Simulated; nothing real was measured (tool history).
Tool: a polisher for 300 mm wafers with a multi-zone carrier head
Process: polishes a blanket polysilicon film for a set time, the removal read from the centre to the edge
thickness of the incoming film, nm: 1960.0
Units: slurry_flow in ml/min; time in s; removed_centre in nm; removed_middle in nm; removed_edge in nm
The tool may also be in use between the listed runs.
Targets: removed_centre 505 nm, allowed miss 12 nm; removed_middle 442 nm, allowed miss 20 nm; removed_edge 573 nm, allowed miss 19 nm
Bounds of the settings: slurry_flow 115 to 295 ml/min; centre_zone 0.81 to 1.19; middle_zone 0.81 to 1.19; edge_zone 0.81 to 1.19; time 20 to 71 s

{"run": 1, "hour": 0.0, "slurry_flow": 190, "centre_zone": 1, "middle_zone": 1, "edge_zone": 1, "time": 45, "removed_centre": 426.19, "removed_middle": 385.73, "removed_edge": 396.57}
{"run": 2, "hour": 3.0, "slurry_flow": 190, "centre_zone": 0.95, "middle_zone": 1, "edge_zone": 1, "time": 45, "removed_centre": 401.83, "removed_middle": 382.79, "removed_edge": 388.03}
{"run": 3, "hour": 6.2, "slurry_flow": 190, "centre_zone": 0.95, "middle_zone": 1, "edge_zone": 0.94, "time": 45, "removed_centre": 401.52, "removed_middle": 380.6, "removed_edge": 387.48}
{"run": 4, "hour": 9.5, "slurry_flow": 230, "centre_zone": 0.95, "middle_zone": 1, "edge_zone": 0.94, "time": 45, "removed_centre": 415.02, "removed_middle": 394.53, "removed_edge": 395.62}
{"hour": 10.6, "done": "centre zone pressure recalibrated"}
{"run": 5, "hour": 10.6, "slurry_flow": 220, "centre_zone": 0.93, "middle_zone": 0.97, "edge_zone": 0.98, "time": 48, "removed_centre": 398.45, "removed_middle": 401.29, "removed_edge": 427.01}
{"run": 6, "hour": 18.2, "slurry_flow": 225, "centre_zone": 0.95, "middle_zone": 0.95, "edge_zone": 1, "time": 50, "removed_centre": 426.58, "removed_middle": 417.09, "removed_edge": 453.12}
{"run": 7, "hour": 26.6, "slurry_flow": 225, "centre_zone": 0.95, "middle_zone": 0.95, "edge_zone": 1, "time": 50, "removed_centre": 421.77, "removed_middle": 405.57, "removed_edge": 449.95}
{"run": 8, "hour": 31.4, "slurry_flow": 230, "centre_zone": 0.96, "middle_zone": 0.94, "edge_zone": 1.02, "time": 51, "removed_centre": 435.34, "removed_middle": 426.96, "removed_edge": 467.98}

Which of these 5 next moves meets every target?
{"run": "A", "hour": 36.2, "slurry_flow": 235, "centre_zone": 1.06, "middle_zone": 0.81, "edge_zone": 1.08, "time": 56, "removed_centre": "?", "removed_middle": "?", "removed_edge": "?"}
{"run": "B", "hour": 36.2, "slurry_flow": 200, "centre_zone": 0.9, "middle_zone": 0.86, "edge_zone": 1.02, "time": 64, "removed_centre": "?", "removed_middle": "?", "removed_edge": "?"}
{"run": "C", "hour": 36.2, "slurry_flow": 280, "centre_zone": 0.98, "middle_zone": 0.9, "edge_zone": 0.92, "time": 60, "removed_centre": "?", "removed_middle": "?", "removed_edge": "?"}
{"run": "D", "hour": 36.2, "slurry_flow": 225, "centre_zone": 0.91, "middle_zone": 0.91, "edge_zone": 1.03, "time": 62, "removed_centre": "?", "removed_middle": "?", "removed_edge": "?"}
{"run": "E", "hour": 36.2, "slurry_flow": 245, "centre_zone": 0.92, "middle_zone": 0.81, "edge_zone": 1.06, "time": 61, "removed_centre": "?", "removed_middle": "?", "removed_edge": "?"}

move=A removed_centre=538.02 removed_middle=415.49 removed_edge=532.08
move=B removed_centre=508.97 removed_middle=488.27 removed_edge=581.04
move=C removed_centre=545.03 removed_middle=495.72 removed_edge=535.21
move=D removed_centre=507.96 removed_middle=503.86 removed_edge=572.21
move=E removed_centre=511 removed_middle=455.27 removed_edge=576.44
A: takes the result that was furthest off past its target
B: brings the result that was furthest off to its target, and leaves another outside
C: takes the result that was furthest off past its target
D: brings the result that was furthest off to its target, and leaves another outside
E: meets every target
Move E is the one to make.
